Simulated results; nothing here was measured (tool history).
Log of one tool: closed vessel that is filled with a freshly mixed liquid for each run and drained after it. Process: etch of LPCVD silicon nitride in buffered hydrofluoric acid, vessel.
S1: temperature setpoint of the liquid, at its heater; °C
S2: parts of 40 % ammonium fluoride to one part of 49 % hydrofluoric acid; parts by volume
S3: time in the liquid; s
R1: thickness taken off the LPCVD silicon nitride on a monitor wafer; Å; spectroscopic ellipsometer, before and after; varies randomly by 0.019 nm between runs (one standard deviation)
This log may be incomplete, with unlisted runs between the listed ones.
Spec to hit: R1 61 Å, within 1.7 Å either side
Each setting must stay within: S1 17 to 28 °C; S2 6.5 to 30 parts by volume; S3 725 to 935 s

run  hour    S1    S2   S3      R1
  1     0    20  18.5  935  47.169
  2   8.5    20    21  935  42.856
  3  15.6    21    21  935  45.325
  4  21.9    22    21  935  48.109
  5  23.5    22    21  725  37.153
  6  28.7    23  19.5  725  41.383
  7  30.9    27  15.5  735  64.565
  8  38.3  26.5  15.5  735  62.854
     46.8  -- hydrofluoric acid flow meter replaced
  9  46.8    26  15.5  735  65.662

Which one of the following 5 next-run settings gets every result inside its allowed miss? There is exactly one.
  A  55.3    24  17.5  910   ?
  B  55.3  27.5  20.5  770   ?
  C  55.3    25    16  755   ?
  D  55.3    25    15  770   ?
  E  55.3    26    15  770   ?

move      R1
   A  64.563
   B  56.912
   C  61.782
   D  67.135
   E  70.867
A: better than the last run, though not everything is in spec
B: pushes the last run's worst result past its target
C: hits every target within its allowed miss
D: misses by more than the last run did
E: misses by more than the last run did
The right move is C.
